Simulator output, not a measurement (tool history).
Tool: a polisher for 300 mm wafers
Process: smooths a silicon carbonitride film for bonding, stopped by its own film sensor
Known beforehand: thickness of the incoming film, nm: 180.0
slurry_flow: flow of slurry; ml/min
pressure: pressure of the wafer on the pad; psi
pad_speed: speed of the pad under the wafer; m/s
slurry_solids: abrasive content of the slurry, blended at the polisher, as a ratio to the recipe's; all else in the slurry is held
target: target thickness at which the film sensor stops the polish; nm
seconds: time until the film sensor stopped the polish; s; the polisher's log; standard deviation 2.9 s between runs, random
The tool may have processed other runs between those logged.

| run | hour | slurry_flow | pressure | pad_speed | slurry_solids | target | seconds |
|---|---|---|---|---|---|---|---|
| 1 | 0 | 220 | 2.4 | 1.12 | 1 | 137 | 133.14 |
| 2 | 3 | 220 | 2.4 | 1.12 | 0.85 | 137 | 139.26 |
| 3 | 5.9 | 220 | 2.8 | 1.12 | 0.85 | 137 | 130.28 |
| 4 | 12.8 | 220 | 2.8 | 1.26 | 0.85 | 137 | 118.08 |
| 5 | 13.6 | 220 | 2.8 | 1.26 | 0.85 | 137 | 114.25 |
| 6 | 14.5 | 220 | 2.8 | 1.26 | 0.85 | 137 | 116.52 |

Forecast run 7:
| 7 | 15.5 | 220 | 2.5 | 1.22 | 0.85 | 137 | ? |

{"run 7": {"seconds": 132.22}}
